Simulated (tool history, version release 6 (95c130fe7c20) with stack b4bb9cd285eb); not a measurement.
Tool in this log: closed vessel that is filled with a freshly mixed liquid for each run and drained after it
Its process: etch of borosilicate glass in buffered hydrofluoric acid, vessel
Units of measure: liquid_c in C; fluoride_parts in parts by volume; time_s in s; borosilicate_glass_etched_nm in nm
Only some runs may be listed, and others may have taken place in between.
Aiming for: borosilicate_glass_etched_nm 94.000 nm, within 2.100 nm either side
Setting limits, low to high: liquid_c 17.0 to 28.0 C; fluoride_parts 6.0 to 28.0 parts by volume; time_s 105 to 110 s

run  hour  liquid_c  fluoride_parts  time_s  borosilicate_glass_etched_nm
  1   0.0      20.0            17.0     105                        65.667
  2   5.4      17.0            17.0     105                        55.908
  3   8.4      17.0            17.0     110                        59.200
  4  14.9      17.0            17.0     110                        58.627
  5  17.4      17.0            17.0     105                        56.060
  6  21.9      17.0            17.0     105                        56.603
  7  28.4      19.0            17.0     105                        62.521
  8  30.7      20.5            17.0     105                        67.498
  9  33.8      21.5            17.0     105                        72.351
 10  37.5      22.5            17.0     105                        76.383

Pick the move, out of 4, that brings all results within their allowed miss; only one does.
  A  41.2      20.5            19.0     110                             ?
  B  41.2      24.0            15.5     110                             ?
  C  41.2      23.5            16.0     110                             ?
  D  41.2      24.5            17.0     110                             ?

move  borosilicate_glass_etched_nm
   A                        64.038
   B                        94.776
   C                        89.405
   D                        88.839
A: its largest miss is bigger than the last run's
B: hits every target within its allowed miss
C: an improvement on the last run, though not all results are within tolerance
D: an improvement on the last run, though not all results are within tolerance
So the answer is move B, the one that meets all the targets.

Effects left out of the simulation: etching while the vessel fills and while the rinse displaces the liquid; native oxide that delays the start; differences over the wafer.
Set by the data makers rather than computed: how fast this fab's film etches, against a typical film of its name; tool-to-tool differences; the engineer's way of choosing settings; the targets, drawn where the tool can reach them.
